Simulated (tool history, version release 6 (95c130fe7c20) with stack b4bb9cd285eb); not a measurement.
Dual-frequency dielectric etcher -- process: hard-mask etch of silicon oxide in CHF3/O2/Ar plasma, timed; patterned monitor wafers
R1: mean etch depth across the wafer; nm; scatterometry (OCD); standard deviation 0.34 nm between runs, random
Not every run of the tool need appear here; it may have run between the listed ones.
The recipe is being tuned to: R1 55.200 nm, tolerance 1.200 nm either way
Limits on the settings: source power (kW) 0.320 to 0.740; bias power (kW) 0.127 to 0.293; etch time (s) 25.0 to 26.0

Run 1, day 0.000: source power (kW) 0.530, bias power (kW) 0.210, etch time (s) 25.0. Result: R1 49.208 nm.
Run 2, day 0.367: source power (kW) 0.560, bias power (kW) 0.214, etch time (s) 25.0. Result: R1 51.196 nm.
Run 3, day 0.738: source power (kW) 0.510, bias power (kW) 0.214, etch time (s) 25.0. Result: R1 48.853 nm.
Run 4, day 0.900: source power (kW) 0.510, bias power (kW) 0.185, etch time (s) 25.0. Result: R1 46.724 nm.
Run 5, day 1.246: source power (kW) 0.570, bias power (kW) 0.185, etch time (s) 25.0. Result: R1 48.748 nm.
Run 6, day 1.429: source power (kW) 0.610, bias power (kW) 0.188, etch time (s) 25.0. Result: R1 49.526 nm.
Run 7, day 1.521: source power (kW) 0.630, bias power (kW) 0.196, etch time (s) 25.0. Result: R1 50.648 nm.
Run 8, day 1.842: source power (kW) 0.650, bias power (kW) 0.203, etch time (s) 25.0. Result: R1 51.562 nm.
Run 9, day 2.183: source power (kW) 0.660, bias power (kW) 0.209, etch time (s) 25.0. Result: R1 52.449 nm.
Run 10, day 2.254: source power (kW) 0.670, bias power (kW) 0.213, etch time (s) 25.0. Result: R1 53.427 nm.
Run 11, day 2.417: source power (kW) 0.680, bias power (kW) 0.215, etch time (s) 25.0. Result: R1 53.102 nm.

Exercise: of the 4 proposed moves below, exactly one satisfies all targets within the stated allowed misses. Which move is it?
Run A, day 2.579: source power (kW) 0.660, bias power (kW) 0.195, etch time (s) 25.5. Result: R1 ?.
Run B, day 2.579: source power (kW) 0.650, bias power (kW) 0.220, etch time (s) 26.0. Result: R1 ?.
Run C, day 2.579: source power (kW) 0.740, bias power (kW) 0.233, etch time (s) 25.5. Result: R1 ?.
Run D, day 2.579: source power (kW) 0.740, bias power (kW) 0.225, etch time (s) 26.0. Result: R1 ?.

move      R1
   A  52.903
   B  55.912
   C  58.281
   D  58.717
A: lands further from the targets than the last run did
B: hits every target within its allowed miss
C: pushes the last run's worst result past its target
D: pushes the last run's worst result past its target
The right move is B.
